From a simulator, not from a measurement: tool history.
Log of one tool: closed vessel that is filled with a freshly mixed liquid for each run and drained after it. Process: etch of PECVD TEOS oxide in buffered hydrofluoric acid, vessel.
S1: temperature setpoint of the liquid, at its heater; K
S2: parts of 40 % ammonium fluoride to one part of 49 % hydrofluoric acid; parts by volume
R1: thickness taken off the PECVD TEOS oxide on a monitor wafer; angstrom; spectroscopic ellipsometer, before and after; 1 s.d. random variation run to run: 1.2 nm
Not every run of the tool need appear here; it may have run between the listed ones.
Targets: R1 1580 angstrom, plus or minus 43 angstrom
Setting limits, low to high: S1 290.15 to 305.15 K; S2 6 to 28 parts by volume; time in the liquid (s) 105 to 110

run 1 hour=0 | S1=298.15 S2=17 time_in_the_liquid_(s)=105 | R1=972.9
run 2 hour=3 | S1=299.15 S2=16.5 time_in_the_liquid_(s)=105 | R1=1068.9
run 3 hour=11.2 | S1=299.15 S2=13.5 time_in_the_liquid_(s)=105 | R1=1298.4
run 4 hour=17.1 | S1=299.15 S2=13.5 time_in_the_liquid_(s)=110 | R1=1371.8
run 5 hour=21.3 | S1=297.15 S2=13.5 time_in_the_liquid_(s)=110 | R1=1210.8
run 6 hour=29.1 | S1=297.65 S2=13.5 time_in_the_liquid_(s)=110 | R1=1250.6
run 7 hour=29.9 | S1=298.15 S2=13.5 time_in_the_liquid_(s)=110 | R1=1290.4
run 8 hour=31.4 | S1=298.65 S2=13.5 time_in_the_liquid_(s)=110 | R1=1323.2
run 9 hour=33.5 | S1=299.15 S2=13.5 time_in_the_liquid_(s)=110 | R1=1356.9
run 10 hour=34.3 | S1=299.65 S2=13.5 time_in_the_liquid_(s)=110 | R1=1392.2
run 11 hour=38.3 | S1=300.15 S2=13.5 time_in_the_liquid_(s)=110 | R1=1441.3
run 12 hour=45 | S1=300.65 S2=13.5 time_in_the_liquid_(s)=110 | R1=1467.1

Exercise: of the 5 proposed moves below, exactly one satisfies all targets within the stated allowed misses. Which move is it?
run A hour=51.7 | S1=298.15 S2=11 time_in_the_liquid_(s)=110 | R1=?
run B hour=51.7 | S1=300.15 S2=13 time_in_the_liquid_(s)=110 | R1=?
run C hour=51.7 | S1=297.15 S2=13 time_in_the_liquid_(s)=110 | R1=?
run D hour=51.7 | S1=301.65 S2=14 time_in_the_liquid_(s)=105 | R1=?
run E hour=51.7 | S1=299.65 S2=12 time_in_the_liquid_(s)=105 | R1=?

move=A R1=1563
move=B R1=1478.7
move=C R1=1257.3
move=D R1=1421.9
move=E R1=1486
A: every result within its allowed miss
B: moves toward the targets from the last run without getting all of them in spec
C: moves away from the targets compared with the last run
D: moves away from the targets compared with the last run
E: moves toward the targets from the last run without getting all of them in spec
Answer: A
